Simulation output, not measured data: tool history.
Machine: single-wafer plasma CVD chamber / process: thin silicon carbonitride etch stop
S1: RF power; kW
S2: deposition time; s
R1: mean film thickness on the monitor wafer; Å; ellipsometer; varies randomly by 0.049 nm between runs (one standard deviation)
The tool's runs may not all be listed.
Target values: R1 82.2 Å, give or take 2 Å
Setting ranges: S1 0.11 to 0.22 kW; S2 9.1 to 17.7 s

| run | hour | S1 | S2 | R1 |
|---|---|---|---|---|
| 1 | 0 | 0.165 | 13.4 | 73.68 |
| 2 | 6.4 | 0.145 | 13.4 | 71.489 |
| 3 | 8.3 | 0.15 | 13.6 | 73.265 |
| 4 | 16.2 | 0.15 | 12.2 | 65.912 |
| 5 | 23.6 | 0.155 | 12.6 | 68.215 |
| 6 | 31.2 | 0.145 | 12.6 | 67.454 |
| 7 | 33.6 | 0.15 | 13 | 69.308 |
| 8 | 35.4 | 0.155 | 13.3 | 71.991 |
| 9 | 39.2 | 0.18 | 14.1 | 78.535 |
| 10 | 47.4 | 0.18 | 14.2 | 78.565 |

Exercise: of the 5 proposed moves below, exactly one satisfies all targets within the stated allowed misses. Which move is it?
| A | 55.6 | 0.175 | 14.1 | ? |
| B | 55.6 | 0.17 | 14.1 | ? |
| C | 55.6 | 0.175 | 14 | ? |
| D | 55.6 | 0.165 | 15 | ? |
| E | 55.6 | 0.175 | 13.7 | ? |

| move | R1 |
|---|---|
| A | 77.902 |
| B | 77.361 |
| C | 77.35 |
| D | 81.714 |
| E | 75.692 |
A: lands further from the targets than the last run did
B: lands further from the targets than the last run did
C: lands further from the targets than the last run did
D: all results land within tolerance of their targets
E: lands further from the targets than the last run did
Go with D: it meets all targets.
